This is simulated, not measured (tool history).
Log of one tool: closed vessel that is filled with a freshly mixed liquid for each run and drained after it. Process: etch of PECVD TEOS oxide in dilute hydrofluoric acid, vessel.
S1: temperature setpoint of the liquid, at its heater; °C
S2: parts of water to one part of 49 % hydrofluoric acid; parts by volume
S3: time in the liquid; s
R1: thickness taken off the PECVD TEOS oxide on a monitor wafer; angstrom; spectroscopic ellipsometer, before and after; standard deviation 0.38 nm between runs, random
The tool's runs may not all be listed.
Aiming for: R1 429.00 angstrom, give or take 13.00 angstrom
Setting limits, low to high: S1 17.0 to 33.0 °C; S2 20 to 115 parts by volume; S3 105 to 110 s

Run 1, hour 0.0: S1 25.0 °C, S2 65 parts by volume, S3 105 s. Result: R1 156.44 angstrom.
Run 2, hour 6.8: S1 27.0 °C, S2 65 parts by volume, S3 105 s. Result: R1 169.70 angstrom.
Run 3, hour 9.2: S1 28.5 °C, S2 55 parts by volume, S3 105 s. Result: R1 217.16 angstrom.
Run 4, hour 13.8: S1 28.5 °C, S2 70 parts by volume, S3 105 s. Result: R1 169.11 angstrom.
Run 5, hour 18.7: S1 30.5 °C, S2 70 parts by volume, S3 105 s. Result: R1 179.96 angstrom.
Run 6, hour 25.7: S1 31.0 °C, S2 55 parts by volume, S3 105 s. Result: R1 242.34 angstrom.
Run 7, hour 30.7: S1 31.5 °C, S2 45 parts by volume, S3 105 s. Result: R1 305.27 angstrom.
Run 8, hour 38.9: S1 32.0 °C, S2 40 parts by volume, S3 105 s. Result: R1 355.23 angstrom.
Run 9, hour 42.1: S1 32.5 °C, S2 40 parts by volume, S3 105 s. Result: R1 359.18 angstrom.

Exactly one of the 4 candidate moves below puts every result within its allowed miss. Which one?
Run A, hour 45.3: S1 32.5 °C, S2 30 parts by volume, S3 110 s. Result: R1 ?.
Run B, hour 45.3: S1 32.5 °C, S2 35 parts by volume, S3 110 s. Result: R1 ?.
Run C, hour 45.3: S1 33.0 °C, S2 40 parts by volume, S3 110 s. Result: R1 ?.
Run D, hour 45.3: S1 31.0 °C, S2 40 parts by volume, S3 110 s. Result: R1 ?.

move      R1
   A  510.32
   B  433.45
   C  383.20
   D  354.52
A: moves the result that the last run missed by most past its target, out the other side
B: each result inside its tolerance
C: gains on the last run, yet a result remains outside its allowed miss
D: the biggest miss grows against the last run
Move B is the one to make.

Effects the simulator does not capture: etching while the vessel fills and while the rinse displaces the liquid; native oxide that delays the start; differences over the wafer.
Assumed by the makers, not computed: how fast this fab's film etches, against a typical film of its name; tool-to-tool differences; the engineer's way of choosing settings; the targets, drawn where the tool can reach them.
